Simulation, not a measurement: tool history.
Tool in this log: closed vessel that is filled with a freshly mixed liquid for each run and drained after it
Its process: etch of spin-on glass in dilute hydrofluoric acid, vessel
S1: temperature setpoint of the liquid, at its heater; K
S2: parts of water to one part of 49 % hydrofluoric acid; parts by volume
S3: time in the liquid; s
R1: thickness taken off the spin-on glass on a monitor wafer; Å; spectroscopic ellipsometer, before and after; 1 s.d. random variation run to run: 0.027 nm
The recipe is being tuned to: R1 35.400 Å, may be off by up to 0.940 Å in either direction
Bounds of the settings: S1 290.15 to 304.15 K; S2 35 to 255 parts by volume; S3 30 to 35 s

| run | hour | S1 | S2 | S3 | R1 |
|---|---|---|---|---|---|
| 1 | 0.0 | 296.15 | 145 | 35 | 53.801 |
| 2 | 2.5 | 294.65 | 150 | 35 | 49.466 |
| 3 | 10.3 | 293.65 | 155 | 35 | 46.180 |
| 4 | 12.4 | 296.15 | 155 | 35 | 50.367 |
| 5 | 15.4 | 296.15 | 115 | 35 | 71.717 |
| 6 | 19.3 | 293.15 | 115 | 35 | 62.592 |
| 7 | 26.8 | 292.15 | 130 | 35 | 52.669 |
| 8 | 35.5 | 291.65 | 140 | 35 | 48.011 |
| 9 | 41.0 | 291.15 | 150 | 35 | 42.485 |
| 10 | 47.2 | 290.65 | 155 | 35 | 40.426 |

Which one of the following 5 next-run settings gets every result inside its allowed miss? There is exactly one.
| A | 53.4 | 290.15 | 160 | 35 | ? |
| B | 53.4 | 290.15 | 140 | 30 | ? |
| C | 53.4 | 291.15 | 165 | 30 | ? |
| D | 53.4 | 290.15 | 165 | 35 | ? |
| E | 53.4 | 290.15 | 170 | 35 | ? |

| move | R1 |
|---|---|
| A | 38.567 |
| B | 38.520 |
| C | 33.220 |
| D | 37.220 |
| E | 35.954 |
A: moves toward the targets from the last run without getting all of them in spec
B: moves toward the targets from the last run without getting all of them in spec
C: takes the result that was furthest off past its target
D: moves toward the targets from the last run without getting all of them in spec
E: in spec on every target
Move E is the one to make.
